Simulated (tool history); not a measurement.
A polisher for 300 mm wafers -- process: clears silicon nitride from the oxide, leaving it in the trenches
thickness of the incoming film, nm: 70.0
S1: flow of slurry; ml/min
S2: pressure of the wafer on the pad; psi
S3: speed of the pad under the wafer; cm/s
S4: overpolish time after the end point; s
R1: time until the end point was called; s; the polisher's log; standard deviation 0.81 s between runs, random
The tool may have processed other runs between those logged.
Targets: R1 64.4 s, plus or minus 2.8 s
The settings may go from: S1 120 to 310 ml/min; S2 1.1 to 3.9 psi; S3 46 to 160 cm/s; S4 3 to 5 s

run  hour   S1   S2   S3  S4      R1
  1     0  200  2.5  102   5  83.368
  2   0.7  200  2.5  118   5  70.581
  3   6.9  200  2.1  118   5  80.611
  4  15.5  200  2.1  118   3  78.367
  5  22.1  200  1.5  118   3  101.39
  6  27.9  200  1.7  118   3   92.16
  7  32.8  200  1.9  118   3  87.107
  8  36.1  200  2.1  118   3  79.069
  9  41.1  200  2.2  118   3  76.492
 10    47  200  2.3  118   3   76.92
 11  48.8  200  2.4  118   3  72.665
 12  53.6  200  2.5  118   3  69.851
 13  59.4  200  2.6  118   3  68.182

Which of these 5 next moves meets every target?
  A  65.2  215  2.8  118   4   ?
  B  65.2  190  2.6  112   4   ?
  C  65.2  205  2.3  124   3   ?
  D  65.2  165  1.8  142   3   ?
  E  65.2  260  1.9  138   5   ?

move      R1
   A  64.426
   B  72.957
   C  71.455
   D  76.852
   E  71.409
A: in spec on every target
B: its largest miss is bigger than the last run's
C: its largest miss is bigger than the last run's
D: its largest miss is bigger than the last run's
E: its largest miss is bigger than the last run's
Correct choice: A, which meets every target
